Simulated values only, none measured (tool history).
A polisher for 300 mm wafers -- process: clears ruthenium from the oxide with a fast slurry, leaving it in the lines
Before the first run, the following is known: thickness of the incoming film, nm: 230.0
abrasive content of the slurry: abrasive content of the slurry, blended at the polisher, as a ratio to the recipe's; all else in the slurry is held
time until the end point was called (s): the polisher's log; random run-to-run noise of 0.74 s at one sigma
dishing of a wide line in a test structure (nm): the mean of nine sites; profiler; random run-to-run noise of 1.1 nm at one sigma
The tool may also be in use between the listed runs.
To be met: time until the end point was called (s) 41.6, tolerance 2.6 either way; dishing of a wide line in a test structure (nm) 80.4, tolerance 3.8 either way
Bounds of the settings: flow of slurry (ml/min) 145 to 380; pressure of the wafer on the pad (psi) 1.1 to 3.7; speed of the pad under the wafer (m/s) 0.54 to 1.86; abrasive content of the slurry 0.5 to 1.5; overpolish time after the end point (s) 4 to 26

run  hour  flow of slurry (ml/min)  pressure of the wafer on the pad (psi)  speed of the pad under the wafer (m/s)  abrasive content of the slurry  overpolish time after the end point (s)  time until the end point was called (s)  dishing of a wide line in a test structure (nm)
  1     0                      245                                     2.4                                    1.18                               1                                       13                                   53.038                                           44.626
  2   8.5                      200                                     2.4                                    1.18                               1                                       13                                   53.522                                           44.159
  3  15.6                      200                                     2.4                                    1.18                             0.8                                       13                                   57.859                                           41.787
  4  16.4                      200                                     2.6                                    1.18                             0.8                                       14                                   53.551                                           47.454
  5  17.8                      200                                     2.8                                    1.18                             0.8                                       15                                   49.246                                           52.517
  6  20.9                      200                                     2.8                                    1.18                               1                                       15                                   46.077                                           56.119
  7  25.8                      200                                     2.9                                    1.18                               1                                       16                                   44.931                                           59.343
  8  28.8                      200                                     2.9                                     1.2                               1                                       17                                   45.484                                            63.66
  9  34.6                      200                                       3                                     1.2                               1                                       18                                   43.483                                           65.892
 10  39.3                      200                                       3                                     1.2                               1                                       19                                    41.72                                           68.102
 11  47.6                      195                                       3                                     1.2                               1                                       20                                   42.777                                           72.603
 12  54.4                      195                                     3.1                                     1.2                               1                                       21                                   42.527                                           74.407

Exactly one of the 5 candidate moves below puts every result within its allowed miss. Which one?
  A  61.2                      190                                     3.1                                    1.22                               1                                       26                                        ?                                                ?
  B  61.2                      180                                     3.6                                    1.06                             0.9                                       24                                        ?                                                ?
  C  61.2                      150                                     2.7                                    1.18                            1.25                                       22                                        ?                                                ?
  D  61.2                      165                                     2.8                                    1.34                            0.85                                       19                                        ?                                                ?
  E  61.2                      150                                     3.3                                    1.34                            1.05                                       19                                        ?                                                ?

move  time until the end point was called (s)  dishing of a wide line in a test structure (nm)
   A                                   39.804                                            86.42
   B                                   41.006                                           80.918
   C                                    44.71                                           72.368
   D                                   42.901                                           67.339
   E                                   34.371                                           78.075
A: moves the result that the last run missed by most past its target, out the other side
B: each result inside its tolerance
C: lands further from the targets than the last run did
D: lands further from the targets than the last run did
E: puts the biggest miss on target and leaves a different result outside tolerance
Move B is the one to make.
